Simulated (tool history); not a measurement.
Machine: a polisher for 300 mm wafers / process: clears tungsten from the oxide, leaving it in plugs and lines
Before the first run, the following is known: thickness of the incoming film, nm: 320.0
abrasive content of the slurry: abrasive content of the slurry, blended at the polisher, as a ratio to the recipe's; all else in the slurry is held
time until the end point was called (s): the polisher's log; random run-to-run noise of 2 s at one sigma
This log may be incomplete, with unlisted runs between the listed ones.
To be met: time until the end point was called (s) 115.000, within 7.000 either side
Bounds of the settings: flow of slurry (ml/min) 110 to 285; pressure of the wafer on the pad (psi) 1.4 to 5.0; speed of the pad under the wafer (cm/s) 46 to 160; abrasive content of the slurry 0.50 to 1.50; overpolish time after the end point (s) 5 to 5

| run | hour | flow of slurry (ml/min) | pressure of the wafer on the pad (psi) | speed of the pad under the wafer (cm/s) | abrasive content of the slurry | overpolish time after the end point (s) | time until the end point was called (s) |
|---|---|---|---|---|---|---|---|
| 1 | 0.0 | 180 | 3.2 | 102 | 1.00 | 5 | 73.812 |
| 2 | 3.6 | 180 | 3.2 | 102 | 1.00 | 5 | 76.112 |
| 3 | 4.4 | 180 | 3.2 | 112 | 1.00 | 5 | 70.183 |
| 4 | 5.9 | 180 | 2.8 | 110 | 1.00 | 5 | 82.200 |
| 5 | 13.1 | 180 | 2.6 | 110 | 1.00 | 5 | 86.781 |
| 6 | 15.5 | 180 | 2.6 | 110 | 1.20 | 5 | 79.826 |
| 7 | 20.4 | 180 | 1.7 | 104 | 1.20 | 5 | 127.480 |
| 8 | 27.3 | 180 | 1.8 | 104 | 1.20 | 5 | 124.170 |

Consider the 5 candidate settings below. Which is the only one whose results all fall within their allowed miss of target?
| A | 34.2 | 155 | 1.7 | 100 | 1.15 | 5 | ? |
| B | 34.2 | 140 | 2.0 | 88 | 1.50 | 5 | ? |
| C | 34.2 | 215 | 1.5 | 110 | 0.90 | 5 | ? |
| D | 34.2 | 125 | 3.0 | 62 | 1.40 | 5 | ? |
| E | 34.2 | 205 | 1.6 | 116 | 1.30 | 5 | ? |

| move | time until the end point was called (s) |
|---|---|
| A | 143.240 |
| B | 130.830 |
| C | 149.260 |
| D | 131.150 |
| E | 118.470 |
A: further off than the last run
B: further off than the last run
C: further off than the last run
D: further off than the last run
E: every result lands within tolerance
Move E is the one to make.
